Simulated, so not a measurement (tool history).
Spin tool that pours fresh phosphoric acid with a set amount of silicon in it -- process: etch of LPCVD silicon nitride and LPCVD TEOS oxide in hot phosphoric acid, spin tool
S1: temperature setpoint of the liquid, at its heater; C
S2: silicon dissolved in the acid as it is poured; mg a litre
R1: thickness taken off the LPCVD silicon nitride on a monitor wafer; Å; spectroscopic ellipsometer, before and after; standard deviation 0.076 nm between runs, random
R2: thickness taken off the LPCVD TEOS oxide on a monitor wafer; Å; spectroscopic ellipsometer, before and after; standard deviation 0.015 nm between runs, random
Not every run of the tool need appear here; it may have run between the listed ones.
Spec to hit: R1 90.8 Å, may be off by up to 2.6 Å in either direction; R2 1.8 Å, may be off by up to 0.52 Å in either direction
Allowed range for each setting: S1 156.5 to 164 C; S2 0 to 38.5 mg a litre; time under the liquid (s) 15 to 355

Run 1, hour 0: S1 159 C, S2 17 mg a litre, time under the liquid (s) 180. Result: R1 143.12 Å, R2 2.0121 Å.
Run 2, hour 1.7: S1 158.5 C, S2 13 mg a litre, time under the liquid (s) 160. Result: R1 126.4 Å, R2 2.2423 Å.
Run 3, hour 4.2: S1 158 C, S2 12.5 mg a litre, time under the liquid (s) 145. Result: R1 110.22 Å, R2 1.7847 Å.
Run 4, hour 7.2: S1 158 C, S2 3.5 mg a litre, time under the liquid (s) 145. Result: R1 110.42 Å, R2 1.7821 Å.
Run 5, hour 10.9: S1 158 C, S2 3.5 mg a litre, time under the liquid (s) 95. Result: R1 72.58 Å, R2 1.4228 Å.
Run 6, hour 17.1: S1 158 C, S2 12.5 mg a litre, time under the liquid (s) 95. Result: R1 72.439 Å, R2 1.2762 Å.
Run 7, hour 24.9: S1 159 C, S2 11.5 mg a litre, time under the liquid (s) 100. Result: R1 79.159 Å, R2 1.2713 Å.
Run 8, hour 25.7: S1 159 C, S2 8 mg a litre, time under the liquid (s) 105. Result: R1 84.237 Å, R2 1.4172 Å.
Run 9, hour 29.2: S1 159 C, S2 5.5 mg a litre, time under the liquid (s) 105. Result: R1 82.521 Å, R2 1.6354 Å.
Run 10, hour 32.9: S1 159.5 C, S2 6.5 mg a litre, time under the liquid (s) 105. Result: R1 85.007 Å, R2 1.6031 Å.
Run 11, hour 38.4: S1 160 C, S2 6.5 mg a litre, time under the liquid (s) 105. Result: R1 85.968 Å, R2 1.5544 Å.
Run 12, hour 39.5: S1 160.5 C, S2 5 mg a litre, time under the liquid (s) 105. Result: R1 87.467 Å, R2 1.7015 Å.
Run 13, hour 47.8: S1 161.5 C, S2 5.5 mg a litre, time under the liquid (s) 110. Result: R1 94.887 Å, R2 1.9276 Å.
Run 14, hour 49.4: S1 161 C, S2 5.5 mg a litre, time under the liquid (s) 110. Result: R1 93.264 Å, R2 1.9824 Å.
At hour 57.5: heated supply line repaired.
Run 15, hour 57.5: S1 161 C, S2 6 mg a litre, time under the liquid (s) 110. Result: R1 104.85 Å, R2 2.3754 Å.
Run 16, hour 65.4: S1 160.5 C, S2 6 mg a litre, time under the liquid (s) 110. Result: R1 102.77 Å, R2 2.3517 Å.
Run 17, hour 74.3: S1 160 C, S2 6 mg a litre, time under the liquid (s) 110. Result: R1 102.4 Å, R2 2.1485 Å.
Run 18, hour 81.7: S1 159.5 C, S2 6 mg a litre, time under the liquid (s) 110. Result: R1 100.05 Å, R2 2.1016 Å.
Run 19, hour 88.1: S1 159 C, S2 6 mg a litre, time under the liquid (s) 110. Result: R1 98.639 Å, R2 2.3926 Å.
Run 20, hour 91.8: S1 159 C, S2 7.5 mg a litre, time under the liquid (s) 110. Result: R1 98.069 Å, R2 2.1357 Å.

Next run, 4 choices. One meets every target within its allowed miss, the rest don't. Which?
Run A, hour 95.5: S1 158.5 C, S2 0 mg a litre, time under the liquid (s) 125. Result: R1 ?, R2 ?.
Run B, hour 95.5: S1 159.5 C, S2 0 mg a litre, time under the liquid (s) 105. Result: R1 ?, R2 ?.
Run C, hour 95.5: S1 156.5 C, S2 21.5 mg a litre, time under the liquid (s) 125. Result: R1 ?, R2 ?.
Run D, hour 95.5: S1 161 C, S2 11.5 mg a litre, time under the liquid (s) 95. Result: R1 ?, R2 ?.

move      R1      R2
   A  109.81  2.9563
   B  95.407  2.6752
   C   102.6    1.55
   D  90.776  2.1391
A: misses by more than the last run did
B: better than the last run, though not everything is in spec
C: misses by more than the last run did
D: meets every target
Move D is the one to make.
